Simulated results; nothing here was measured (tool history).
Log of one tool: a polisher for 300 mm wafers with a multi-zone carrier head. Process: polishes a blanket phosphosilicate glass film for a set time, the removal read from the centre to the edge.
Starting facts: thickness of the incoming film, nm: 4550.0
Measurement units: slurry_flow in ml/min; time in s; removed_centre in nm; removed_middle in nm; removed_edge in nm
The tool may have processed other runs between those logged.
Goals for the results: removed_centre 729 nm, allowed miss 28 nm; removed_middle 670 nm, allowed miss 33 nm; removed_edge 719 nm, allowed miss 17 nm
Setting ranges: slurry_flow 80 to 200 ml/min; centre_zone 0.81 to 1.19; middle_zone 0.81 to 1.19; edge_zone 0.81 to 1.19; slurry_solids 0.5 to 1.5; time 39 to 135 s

run    day  slurry_flow  centre_zone  middle_zone  edge_zone  slurry_solids  time  removed_centre  removed_middle  removed_edge
  1      0          130            1            1          1              1    87          1008.7          993.79        1004.9
  2  0.062          125         0.99         0.98       0.98            0.9    87          956.48          899.86        946.63
  3   0.35          125         0.99         0.93       0.98            0.9    87          957.41          865.97        948.19
  4    0.7          120         0.98         0.93       0.96           0.85    87          922.53          861.74        907.67
  5   0.95          115         0.97         0.92       0.95            0.8    87          883.25          821.95        878.36
  6  1.117          110         0.96         0.91       0.94           0.75    87          807.95          779.98        841.31
  7  1.221          110         0.96          0.9       0.92           0.75    87          824.51          763.25        819.79
  8  1.271          105         0.95         0.89       0.91           0.75    87          799.74          751.36        813.96
  9  1.479           90         0.97         0.86       0.82           0.55    86          658.29          585.34        639.61
 10  1.854          100         0.97         0.86       0.83           0.55    86           688.5          617.26        663.61

Below are 5 possible settings for the next run. Only one of them brings all results inside the allowed miss of their targets. Which is it?
  A  2.229          105         0.97          0.9       0.81           0.55    79               ?               ?             ?
  B  2.229          110         0.94         0.89       0.81            0.5    82               ?               ?             ?
  C  2.229          165         0.94            1       0.91           0.55    73               ?               ?             ?
  D  2.229          100         1.02         0.81       0.87           0.65    80               ?               ?             ?
  E  2.229          100         0.95         0.86       0.83            0.6    90               ?               ?             ?

move  removed_centre  removed_middle  removed_edge
   A          645.12          599.05        600.35
   B          627.61          594.87        599.04
   C          653.71          673.52        629.44
   D          733.34          595.23        675.63
   E          738.46          676.33        715.11
A: misses by more than the last run did
B: misses by more than the last run did
C: misses by more than the last run did
D: closes in on the targets versus the last run, not all within tolerance yet
E: all results in spec
The move that meets every target is E.
